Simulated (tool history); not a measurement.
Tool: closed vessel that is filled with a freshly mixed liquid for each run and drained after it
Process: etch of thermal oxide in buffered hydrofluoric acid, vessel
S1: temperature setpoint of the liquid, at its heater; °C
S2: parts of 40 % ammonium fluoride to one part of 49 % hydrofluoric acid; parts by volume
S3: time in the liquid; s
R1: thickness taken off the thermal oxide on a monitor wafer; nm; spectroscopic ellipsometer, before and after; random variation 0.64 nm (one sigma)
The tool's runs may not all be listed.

{"run": 1, "hour": 0.0, "S1": 22.0, "S2": 9.5, "S3": 105, "R1": 108.01}
{"run": 2, "hour": 3.2, "S1": 23.5, "S2": 9.5, "S3": 105, "R1": 117.7}
{"run": 3, "hour": 4.6, "S1": 26.0, "S2": 9.5, "S3": 105, "R1": 132.78}
{"run": 4, "hour": 11.4, "S1": 26.0, "S2": 9.5, "S3": 110, "R1": 140.75}
{"run": 5, "hour": 15.4, "S1": 23.5, "S2": 9.5, "S3": 110, "R1": 124.17}
{"run": 6, "hour": 20.6, "S1": 22.0, "S2": 9.5, "S3": 110, "R1": 114.07}
{"run": 7, "hour": 24.6, "S1": 22.0, "S2": 9.5, "S3": 110, "R1": 114.53}

The next listed run, before its measurement:
{"run": 8, "hour": 29.5, "S1": 21.0, "S2": 9.5, "S3": 110, "R1": "?"}

Run 8 gave R1 107.15 nm.
